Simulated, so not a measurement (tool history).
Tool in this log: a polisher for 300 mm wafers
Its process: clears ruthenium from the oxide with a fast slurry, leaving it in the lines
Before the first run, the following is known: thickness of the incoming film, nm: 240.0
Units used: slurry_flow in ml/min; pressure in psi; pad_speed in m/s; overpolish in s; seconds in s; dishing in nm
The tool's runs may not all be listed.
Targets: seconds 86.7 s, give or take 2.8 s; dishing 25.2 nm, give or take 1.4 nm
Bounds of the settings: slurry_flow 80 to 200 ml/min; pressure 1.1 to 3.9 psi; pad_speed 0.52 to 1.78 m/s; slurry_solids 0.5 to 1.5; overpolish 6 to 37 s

run 1 hour=0 | slurry_flow=130 pressure=2.5 pad_speed=1.14 slurry_solids=1 overpolish=19 | seconds=60.739 dishing=36.253
run 2 hour=5.3 | slurry_flow=130 pressure=2.4 pad_speed=1.14 slurry_solids=1 overpolish=18 | seconds=62.626 dishing=34.114
run 3 hour=7.3 | slurry_flow=130 pressure=2.3 pad_speed=1.14 slurry_solids=1 overpolish=18 | seconds=64.605 dishing=33.44
run 4 hour=12.3 | slurry_flow=130 pressure=2.3 pad_speed=1.14 slurry_solids=0.85 overpolish=18 | seconds=68.163 dishing=32.209
run 5 hour=14.1 | slurry_flow=130 pressure=2.2 pad_speed=1.14 slurry_solids=0.85 overpolish=18 | seconds=68.573 dishing=31.699
run 6 hour=15.3 | slurry_flow=130 pressure=2.6 pad_speed=1.14 slurry_solids=0.85 overpolish=18 | seconds=62.319 dishing=34.233
run 7 hour=23.2 | slurry_flow=130 pressure=2.5 pad_speed=1.14 slurry_solids=0.85 overpolish=18 | seconds=63.392 dishing=33.972
run 8 hour=26.2 | slurry_flow=130 pressure=2.4 pad_speed=1.14 slurry_solids=0.85 overpolish=18 | seconds=64.367 dishing=32.096
run 9 hour=27.4 | slurry_flow=105 pressure=1.7 pad_speed=1.12 slurry_solids=0.85 overpolish=17 | seconds=86.721 dishing=27.861
run 10 hour=32.4 | slurry_flow=110 pressure=1.7 pad_speed=1.12 slurry_solids=0.85 overpolish=15 | seconds=84.336 dishing=25.46

Which of these 5 next moves meets every target?
run A hour=37.4 | slurry_flow=90 pressure=1.9 pad_speed=1 slurry_solids=1 overpolish=15 | seconds=? dishing=?
run B hour=37.4 | slurry_flow=120 pressure=2.3 pad_speed=1.02 slurry_solids=0.65 overpolish=14 | seconds=? dishing=?
run C hour=37.4 | slurry_flow=170 pressure=1.5 pad_speed=1.24 slurry_solids=0.65 overpolish=14 | seconds=? dishing=?
run D hour=37.4 | slurry_flow=105 pressure=2.1 pad_speed=0.94 slurry_solids=1.1 overpolish=14 | seconds=? dishing=?
run E hour=37.4 | slurry_flow=140 pressure=1.7 pad_speed=1.22 slurry_solids=0.7 overpolish=14 | seconds=? dishing=?

move=A seconds=86.956 dishing=25.656
move=B seconds=80.485 dishing=25.8
move=C seconds=80.568 dishing=25.782
move=D seconds=80.725 dishing=25.748
move=E seconds=77.861 dishing=26.373
A: every result within its allowed miss
B: its largest miss is bigger than the last run's
C: its largest miss is bigger than the last run's
D: its largest miss is bigger than the last run's
E: its largest miss is bigger than the last run's
The move that meets every target is A.

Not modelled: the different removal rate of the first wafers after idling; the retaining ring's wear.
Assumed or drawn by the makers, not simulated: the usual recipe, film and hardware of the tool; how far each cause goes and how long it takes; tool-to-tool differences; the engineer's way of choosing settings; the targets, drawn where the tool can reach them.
